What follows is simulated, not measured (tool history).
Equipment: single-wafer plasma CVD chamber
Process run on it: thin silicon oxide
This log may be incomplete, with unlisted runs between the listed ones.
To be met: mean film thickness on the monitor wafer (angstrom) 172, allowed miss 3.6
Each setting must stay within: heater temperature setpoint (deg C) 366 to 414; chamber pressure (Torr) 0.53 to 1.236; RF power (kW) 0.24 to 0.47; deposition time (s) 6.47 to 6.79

run	hour	heater temperature setpoint (deg C)	chamber pressure (Torr)	RF power (kW)	deposition time (s)	mean film thickness on the monitor wafer (angstrom)
1	0	390	0.883	0.355	6.79	141.16
2	2	390	0.883	0.315	6.79	135.64
3	9.3	390	0.883	0.315	6.47	129.44
4	11.4	390	0.745	0.315	6.47	108.49
5	18.3	385	0.745	0.315	6.47	109.23
6	22	385	0.745	0.35	6.47	112.84
7	24.7	385	0.843	0.355	6.47	128.97
8	27.2	385	1.02	0.36	6.48	154.22
9	29	386	1.048	0.36	6.48	157.06
# hour 37.3: capacitance manometer re-zeroed and calibrated
10	37.3	386	1.074	0.36	6.48	166.03
11	37.9	386	1.083	0.36	6.48	165.85
12	44.3	386	1.093	0.36	6.48	167.66

Below are 5 possible settings for the next run. Only one of them brings all results inside the allowed miss of their targets. Which is it?
A	50.7	393	1.161	0.325	6.58	?
B	50.7	387	0.942	0.345	6.79	?
C	50.7	388	1.044	0.365	6.47	?
D	50.7	391	1.064	0.31	6.79	?
E	50.7	384	1.055	0.38	6.47	?

move	mean film thickness on the monitor wafer (angstrom)
A	171.41
B	155.98
C	163.35
D	164.23
E	167.08
A: each result inside its tolerance
B: moves away from the targets compared with the last run
C: moves away from the targets compared with the last run
D: moves away from the targets compared with the last run
E: moves away from the targets compared with the last run
So the answer is move A, the one that meets all the targets.

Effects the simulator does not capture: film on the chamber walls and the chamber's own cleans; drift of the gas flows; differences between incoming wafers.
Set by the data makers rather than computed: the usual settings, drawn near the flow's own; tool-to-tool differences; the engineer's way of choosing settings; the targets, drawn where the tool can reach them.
